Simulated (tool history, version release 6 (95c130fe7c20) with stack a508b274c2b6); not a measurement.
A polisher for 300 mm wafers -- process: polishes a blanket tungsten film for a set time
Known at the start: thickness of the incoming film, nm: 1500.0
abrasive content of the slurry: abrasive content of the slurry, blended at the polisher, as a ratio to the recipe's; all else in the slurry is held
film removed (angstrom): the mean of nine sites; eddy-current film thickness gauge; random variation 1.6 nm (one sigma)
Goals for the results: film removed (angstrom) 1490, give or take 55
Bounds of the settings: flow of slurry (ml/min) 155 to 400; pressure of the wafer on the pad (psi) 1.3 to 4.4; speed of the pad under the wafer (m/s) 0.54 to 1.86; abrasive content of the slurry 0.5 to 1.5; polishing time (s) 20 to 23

| run | hour | flow of slurry (ml/min) | pressure of the wafer on the pad (psi) | speed of the pad under the wafer (m/s) | abrasive content of the slurry | polishing time (s) | film removed (angstrom) |
|---|---|---|---|---|---|---|---|
| 1 | 0 | 255 | 2.8 | 1.18 | 1 | 23 | 828.65 |
| 2 | 2.8 | 255 | 2.8 | 1.18 | 1 | 23 | 850.41 |
| 3 | 8.2 | 255 | 2.8 | 1.18 | 1 | 20 | 746.54 |
| 4 | 11.7 | 255 | 2.8 | 1.18 | 1 | 23 | 848.83 |
| 5 | 18.6 | 255 | 3.3 | 1.18 | 1 | 23 | 994.28 |
| 6 | 26.3 | 255 | 3.3 | 1.18 | 1.15 | 23 | 1029.7 |
| 7 | 29.4 | 255 | 3.6 | 1.18 | 1.15 | 23 | 1112.8 |
| 8 | 37 | 255 | 3.9 | 1.2 | 1.15 | 23 | 1204.8 |
| 9 | 45.1 | 255 | 4.1 | 1.24 | 1.15 | 23 | 1341.2 |
| 10 | 53 | 255 | 4.2 | 1.24 | 1.15 | 23 | 1349.7 |
| 11 | 55.6 | 255 | 4.3 | 1.26 | 1.15 | 23 | 1416.7 |

Next run, 4 choices. One meets every target within its allowed miss, the rest don't. Which?
| A | 58.2 | 250 | 4.4 | 1.3 | 1.25 | 23 | ? |
| B | 58.2 | 250 | 4.3 | 1.24 | 1.1 | 23 | ? |
| C | 58.2 | 225 | 4.3 | 1.3 | 1.2 | 22 | ? |
| D | 58.2 | 195 | 4.4 | 1.2 | 1 | 23 | ? |

| move | film removed (angstrom) |
|---|---|
| A | 1524.2 |
| B | 1385.1 |
| C | 1394.3 |
| D | 1299.8 |
A: every result lands within tolerance
B: lands further from the targets than the last run did
C: lands further from the targets than the last run did
D: lands further from the targets than the last run did
A is the move that brings every result within its allowed miss.
